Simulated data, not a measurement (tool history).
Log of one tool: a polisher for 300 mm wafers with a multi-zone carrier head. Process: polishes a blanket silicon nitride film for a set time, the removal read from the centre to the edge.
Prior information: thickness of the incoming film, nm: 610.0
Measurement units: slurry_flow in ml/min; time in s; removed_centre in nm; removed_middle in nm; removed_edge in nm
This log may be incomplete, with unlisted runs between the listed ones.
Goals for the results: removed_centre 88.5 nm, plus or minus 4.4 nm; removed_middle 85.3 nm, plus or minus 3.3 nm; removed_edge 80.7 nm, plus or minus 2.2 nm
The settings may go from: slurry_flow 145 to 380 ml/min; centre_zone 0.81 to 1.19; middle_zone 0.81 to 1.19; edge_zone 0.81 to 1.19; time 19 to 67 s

run,day,slurry_flow,centre_zone,middle_zone,edge_zone,time,removed_centre,removed_middle,removed_edge
1,0,245,1,1,1,43,133.35,123.08,121.3
2,0.312,240,0.99,0.99,0.97,40,124.69,114.85,112.73
3,0.521,240,0.99,1.05,0.97,40,123.31,120.07,111.95
4,0.562,240,0.99,1.05,0.97,49,149.72,147.8,136.4
5,0.929,240,0.99,1.05,0.97,57,173.27,167.92,157.31
6,1.138,240,1.05,1.05,0.97,57,183.62,169.39,158.65
7,1.175,235,1.02,1.03,0.95,50,159.46,148.63,138.57
8,1.325,200,0.92,0.97,0.95,38,107.27,103.92,103.97
9,1.567,200,0.92,0.97,0.93,36,98.947,101,96.262
10,1.896,195,0.93,0.95,0.91,35,99.247,97.742,92.218
11,2.05,190,0.92,0.92,0.89,34,95.007,92.121,90.389
12,2.188,185,0.92,0.91,0.87,33,91.779,87.862,85.02
13,2.517,180,0.92,0.91,0.86,33,91.636,87.795,84.553
14,2.629,175,0.92,0.91,0.85,33,91.73,87.269,83.792
15,2.721,170,0.92,0.91,0.84,33,88.798,87.628,83.06
16,2.958,170,0.92,0.91,0.83,33,87.657,87.383,84.13
17,3.117,175,0.93,0.91,0.83,33,91.452,87.445,83.522
18,3.371,170,0.93,0.91,0.83,33,90.44,87.318,82.996

5 next moves are on the table. One of them brings every result within its allowed miss. Which?
A,3.625,200,0.92,0.83,0.81,34,?,?,?
B,3.625,175,0.95,1.04,0.93,32,?,?,?
C,3.625,145,0.85,0.82,0.85,36,?,?,?
D,3.625,165,0.93,0.87,0.86,34,?,?,?
E,3.625,195,0.95,0.94,0.86,31,?,?,?

move,removed_centre,removed_middle,removed_edge
A,94.229,87.243,85.153
B,90.008,92.979,84.081
C,87.913,87.944,89.305
D,92.728,87.599,85.857
E,88.472,85.582,79.456
A: misses by more than the last run did
B: misses by more than the last run did
C: misses by more than the last run did
D: misses by more than the last run did
E: all results land within tolerance of their targets
Answer: E

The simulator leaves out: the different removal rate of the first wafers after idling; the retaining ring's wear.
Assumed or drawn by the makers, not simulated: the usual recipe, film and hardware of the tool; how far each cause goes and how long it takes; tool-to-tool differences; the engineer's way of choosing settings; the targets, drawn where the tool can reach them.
